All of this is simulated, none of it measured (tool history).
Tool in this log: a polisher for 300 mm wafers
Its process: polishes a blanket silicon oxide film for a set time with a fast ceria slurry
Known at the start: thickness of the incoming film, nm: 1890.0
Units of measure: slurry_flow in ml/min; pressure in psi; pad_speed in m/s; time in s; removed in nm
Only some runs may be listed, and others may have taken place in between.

Run 1, day 0.000: slurry_flow 235 ml/min, pressure 3.2 psi, pad_speed 1.28 m/s, time 42 s. Result: removed 843.07 nm.
Run 2, day 0.233: slurry_flow 235 ml/min, pressure 3.1 psi, pad_speed 1.28 m/s, time 42 s. Result: removed 814.11 nm.
Run 3, day 0.583: slurry_flow 235 ml/min, pressure 3.1 psi, pad_speed 1.28 m/s, time 42 s. Result: removed 818.57 nm.
Run 4, day 0.892: slurry_flow 185 ml/min, pressure 3.1 psi, pad_speed 1.28 m/s, time 42 s. Result: removed 783.86 nm.
Run 5, day 1.075: slurry_flow 210 ml/min, pressure 3.1 psi, pad_speed 1.28 m/s, time 42 s. Result: removed 821.71 nm.
Run 6, day 1.383: slurry_flow 210 ml/min, pressure 3.1 psi, pad_speed 1.28 m/s, time 44 s. Result: removed 836.41 nm.

What will run 7 give?
Run 7, day 1.446: slurry_flow 210 ml/min, pressure 3.0 psi, pad_speed 1.28 m/s, time 44 s. Result: removed ?.

Run 7 came out at removed 823.95 nm.
